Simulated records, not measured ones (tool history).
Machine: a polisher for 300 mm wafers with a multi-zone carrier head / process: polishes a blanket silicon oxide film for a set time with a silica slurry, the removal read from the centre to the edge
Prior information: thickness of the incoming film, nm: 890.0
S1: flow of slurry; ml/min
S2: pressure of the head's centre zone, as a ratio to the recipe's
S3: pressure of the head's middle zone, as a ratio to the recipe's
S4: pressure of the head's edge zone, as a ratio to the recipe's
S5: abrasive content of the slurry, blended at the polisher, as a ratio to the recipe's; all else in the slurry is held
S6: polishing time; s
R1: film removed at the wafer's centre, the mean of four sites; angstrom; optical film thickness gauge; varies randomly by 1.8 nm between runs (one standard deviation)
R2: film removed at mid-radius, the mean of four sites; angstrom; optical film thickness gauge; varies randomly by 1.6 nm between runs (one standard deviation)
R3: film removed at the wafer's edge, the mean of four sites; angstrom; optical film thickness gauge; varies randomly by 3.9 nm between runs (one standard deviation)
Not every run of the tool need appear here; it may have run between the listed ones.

run	hour	S1	S2	S3	S4	S5	S6	R1	R2	R3
1	0	165	1	1	1	1	56	2654.9	2708.6	2690.1
2	6	165	1	1	1	1.1	56	2805.6	2863.8	2844.6
3	8.9	160	1.02	0.96	1.01	1.1	56	2850.5	2704.1	2898.9
4	12.3	120	1.02	0.96	1.01	1.1	56	2677.3	2590.3	2782.1
5	13.1	125	1.03	0.94	1.01	1.1	56	2719.5	2617	2728.8
6	14.1	125	1.03	0.85	1.01	1.1	56	2725.7	2350.1	2722

Run 7, settings as shown, results not yet in. Your forecast:
7	19.4	135	1.03	0.84	1.02	1.1	56	?	?	?

{"run 7": {"R1": 2766.8, "R2": 2357.2, "R3": 2798.5}}
